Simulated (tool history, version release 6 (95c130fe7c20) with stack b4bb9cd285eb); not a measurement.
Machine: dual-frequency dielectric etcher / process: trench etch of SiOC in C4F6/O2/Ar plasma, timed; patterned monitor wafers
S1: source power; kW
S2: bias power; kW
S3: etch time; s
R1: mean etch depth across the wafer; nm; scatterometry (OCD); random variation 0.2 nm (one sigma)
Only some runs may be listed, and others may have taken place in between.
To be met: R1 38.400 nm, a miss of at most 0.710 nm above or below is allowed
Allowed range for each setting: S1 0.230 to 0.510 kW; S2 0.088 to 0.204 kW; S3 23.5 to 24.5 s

run,hour,S1,S2,S3,R1
1,0.0,0.370,0.146,23.5,44.217
2,6.7,0.330,0.143,23.5,41.591
3,13.4,0.330,0.143,23.5,41.940
4,16.0,0.310,0.141,23.5,40.866
5,18.7,0.310,0.141,24.5,42.510
6,21.2,0.270,0.141,24.5,40.240
7,28.4,0.260,0.140,24.5,38.966
8,36.5,0.260,0.140,24.5,39.257

Below are 5 possible settings for the next run. Only one of them brings all results inside the allowed miss of their targets. Which is it?
A,44.6,0.280,0.158,24.0,?
B,44.6,0.250,0.151,24.5,?
C,44.6,0.290,0.145,24.0,?
D,44.6,0.270,0.132,24.0,?
E,44.6,0.290,0.150,23.5,?

move,R1
A,41.097
B,39.524
C,40.778
D,38.636
E,40.281
A: the biggest miss grows against the last run
B: the biggest miss grows against the last run
C: the biggest miss grows against the last run
D: each result inside its tolerance
E: the biggest miss grows against the last run
Correct choice: D, which meets every target

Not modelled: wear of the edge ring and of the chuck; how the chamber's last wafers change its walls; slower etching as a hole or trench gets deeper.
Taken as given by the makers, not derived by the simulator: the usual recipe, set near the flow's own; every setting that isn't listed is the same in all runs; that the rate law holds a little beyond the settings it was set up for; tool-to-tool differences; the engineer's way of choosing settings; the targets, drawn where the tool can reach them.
